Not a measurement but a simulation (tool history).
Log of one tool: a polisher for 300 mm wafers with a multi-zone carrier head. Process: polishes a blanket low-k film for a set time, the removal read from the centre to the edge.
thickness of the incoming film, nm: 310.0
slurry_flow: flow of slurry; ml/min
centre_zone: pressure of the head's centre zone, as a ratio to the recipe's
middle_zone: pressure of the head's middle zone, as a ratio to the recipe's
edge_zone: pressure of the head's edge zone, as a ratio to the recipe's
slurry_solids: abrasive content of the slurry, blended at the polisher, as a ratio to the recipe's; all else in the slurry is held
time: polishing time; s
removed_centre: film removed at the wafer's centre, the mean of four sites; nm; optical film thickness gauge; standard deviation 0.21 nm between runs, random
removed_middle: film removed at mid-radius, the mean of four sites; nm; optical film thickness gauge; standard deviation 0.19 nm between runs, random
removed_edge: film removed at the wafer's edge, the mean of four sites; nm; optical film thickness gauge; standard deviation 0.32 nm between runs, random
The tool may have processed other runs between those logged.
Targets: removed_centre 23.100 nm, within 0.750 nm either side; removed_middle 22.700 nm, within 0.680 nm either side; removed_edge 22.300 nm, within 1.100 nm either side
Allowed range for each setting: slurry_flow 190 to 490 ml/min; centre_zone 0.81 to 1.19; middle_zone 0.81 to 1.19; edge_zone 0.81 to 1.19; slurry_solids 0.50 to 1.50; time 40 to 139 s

| run | hour | slurry_flow | centre_zone | middle_zone | edge_zone | slurry_solids | time | removed_centre | removed_middle | removed_edge |
|---|---|---|---|---|---|---|---|---|---|---|
| 1 | 0.0 | 315 | 1.00 | 1.00 | 1.00 | 1.00 | 89 | 29.391 | 29.140 | 29.000 |
| 2 | 6.3 | 315 | 1.00 | 1.00 | 0.92 | 1.00 | 89 | 29.198 | 28.965 | 27.686 |
| 3 | 13.8 | 315 | 0.95 | 1.00 | 0.92 | 1.00 | 89 | 28.347 | 29.414 | 28.091 |
| 4 | 20.7 | 315 | 0.95 | 1.00 | 1.00 | 1.00 | 89 | 28.337 | 29.105 | 29.182 |
| 5 | 22.7 | 315 | 0.95 | 0.99 | 0.99 | 0.95 | 89 | 27.346 | 28.214 | 28.141 |
| 6 | 29.3 | 315 | 0.95 | 1.03 | 0.99 | 0.95 | 89 | 28.101 | 29.344 | 28.575 |
| 7 | 37.4 | 315 | 0.95 | 1.01 | 0.97 | 0.90 | 89 | 26.882 | 28.442 | 27.476 |
|  | 41.0 | worn pad replaced by a new one |
| 8 | 41.0 | 310 | 1.01 | 0.91 | 0.87 | 0.65 | 87 | 24.161 | 22.011 | 22.012 |
| 9 | 45.9 | 310 | 1.00 | 0.91 | 0.87 | 0.65 | 87 | 23.829 | 22.145 | 22.187 |

Exercise: of the 5 proposed moves below, exactly one satisfies all targets within the stated allowed misses. Which move is it?
| A | 50.8 | 325 | 1.04 | 0.95 | 0.81 | 0.55 | 100 | ? | ? | ? |
| B | 50.8 | 340 | 0.92 | 0.83 | 0.97 | 0.55 | 102 | ? | ? | ? |
| C | 50.8 | 385 | 1.04 | 0.82 | 0.83 | 0.85 | 75 | ? | ? | ? |
| D | 50.8 | 295 | 1.04 | 0.85 | 0.91 | 0.65 | 89 | ? | ? | ? |
| E | 50.8 | 240 | 0.99 | 0.97 | 0.92 | 0.55 | 100 | ? | ? | ? |

| move | removed_centre | removed_middle | removed_edge |
|---|---|---|---|
| A | 25.188 | 23.646 | 21.696 |
| B | 23.195 | 21.663 | 24.138 |
| C | 25.808 | 21.439 | 22.420 |
| D | 25.126 | 21.543 | 22.923 |
| E | 23.265 | 23.281 | 22.397 |
A: its largest miss is bigger than the last run's
B: puts the biggest miss on target and leaves a different result outside tolerance
C: its largest miss is bigger than the last run's
D: its largest miss is bigger than the last run's
E: every result within its allowed miss
E meets every target.
